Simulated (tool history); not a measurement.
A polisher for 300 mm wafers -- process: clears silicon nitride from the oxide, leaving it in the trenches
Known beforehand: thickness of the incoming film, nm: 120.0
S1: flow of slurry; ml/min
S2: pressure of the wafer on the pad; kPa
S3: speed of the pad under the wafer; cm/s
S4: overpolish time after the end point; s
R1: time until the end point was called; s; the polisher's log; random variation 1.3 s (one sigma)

run  hour   S1    S2   S3  S4       R1
  1   0.0  190  16.5  118   6  117.720
  2   7.3  190  18.6  118   6  103.450
  3  12.6  190  19.3  118   6   99.583
  4  16.1  155  19.3  118   6   99.881
  5  22.1  155  17.2  118   6  111.380
  6  24.0  155  17.2  118   5  113.370
  7  25.0  155  17.9  118   5  112.190
  8  30.0  155  18.6  118   5  105.470

What does the tool deliver on the next run?
  9  36.5  155  18.6  118   5   ?

R1: 107.160 s

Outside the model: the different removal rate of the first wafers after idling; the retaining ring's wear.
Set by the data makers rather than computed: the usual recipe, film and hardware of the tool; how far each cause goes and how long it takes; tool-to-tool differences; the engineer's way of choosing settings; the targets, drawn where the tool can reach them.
